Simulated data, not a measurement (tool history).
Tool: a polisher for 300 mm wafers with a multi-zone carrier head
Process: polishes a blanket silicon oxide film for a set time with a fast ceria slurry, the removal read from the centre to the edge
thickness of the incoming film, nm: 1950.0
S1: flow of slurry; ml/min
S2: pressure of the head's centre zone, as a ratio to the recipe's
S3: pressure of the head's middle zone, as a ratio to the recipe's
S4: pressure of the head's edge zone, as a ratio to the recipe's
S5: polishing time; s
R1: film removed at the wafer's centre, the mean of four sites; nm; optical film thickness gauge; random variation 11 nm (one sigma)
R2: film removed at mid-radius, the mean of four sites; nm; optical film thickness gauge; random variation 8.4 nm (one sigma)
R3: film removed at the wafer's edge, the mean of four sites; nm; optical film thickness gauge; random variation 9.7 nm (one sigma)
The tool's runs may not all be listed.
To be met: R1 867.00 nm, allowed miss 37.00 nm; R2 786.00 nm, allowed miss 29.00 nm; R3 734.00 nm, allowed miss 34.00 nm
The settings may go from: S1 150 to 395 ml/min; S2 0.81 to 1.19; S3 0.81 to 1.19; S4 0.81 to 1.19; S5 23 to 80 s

| run | hour | S1 | S2 | S3 | S4 | S5 | R1 | R2 | R3 |
|---|---|---|---|---|---|---|---|---|---|
| 1 | 0.0 | 250 | 1.00 | 1.00 | 1.00 | 51 | 569.35 | 573.90 | 558.19 |
| 2 | 3.0 | 255 | 1.03 | 1.02 | 1.01 | 53 | 610.95 | 589.51 | 580.45 |
| 3 | 8.3 | 225 | 1.03 | 1.02 | 1.01 | 53 | 619.47 | 590.14 | 577.64 |
| 4 | 13.0 | 225 | 1.03 | 1.02 | 1.05 | 53 | 603.08 | 580.84 | 602.67 |
| 5 | 16.6 | 225 | 1.05 | 1.04 | 1.05 | 55 | 645.14 | 612.67 | 613.55 |
| 6 | 17.5 | 225 | 0.98 | 1.04 | 1.05 | 55 | 600.04 | 607.20 | 626.88 |
| 7 | 26.4 | 225 | 1.01 | 1.06 | 1.05 | 57 | 637.51 | 645.17 | 622.15 |
| 8 | 31.8 | 225 | 1.03 | 1.06 | 1.06 | 59 | 659.18 | 679.06 | 667.11 |
| 9 | 39.1 | 295 | 1.13 | 1.05 | 0.96 | 65 | 838.36 | 756.92 | 724.56 |

Which of these 5 next moves meets every target?
| A | 46.4 | 275 | 1.04 | 1.08 | 0.96 | 67 | ? | ? | ? |
| B | 46.4 | 330 | 1.07 | 1.07 | 1.02 | 64 | ? | ? | ? |
| C | 46.4 | 270 | 1.19 | 0.96 | 0.96 | 65 | ? | ? | ? |
| D | 46.4 | 315 | 1.11 | 1.05 | 0.91 | 67 | ? | ? | ? |
| E | 46.4 | 295 | 1.16 | 0.97 | 1.02 | 64 | ? | ? | ? |

| move | R1 | R2 | R3 |
|---|---|---|---|
| A | 791.11 | 798.37 | 720.12 |
| B | 792.90 | 771.11 | 717.84 |
| C | 876.53 | 714.66 | 698.46 |
| D | 857.24 | 793.76 | 709.77 |
| E | 849.72 | 714.92 | 712.88 |
A: brings the result that was furthest off to its target, and leaves another outside
B: brings the result that was furthest off to its target, and leaves another outside
C: further off than the last run
D: meets every target
E: further off than the last run
Answer: D

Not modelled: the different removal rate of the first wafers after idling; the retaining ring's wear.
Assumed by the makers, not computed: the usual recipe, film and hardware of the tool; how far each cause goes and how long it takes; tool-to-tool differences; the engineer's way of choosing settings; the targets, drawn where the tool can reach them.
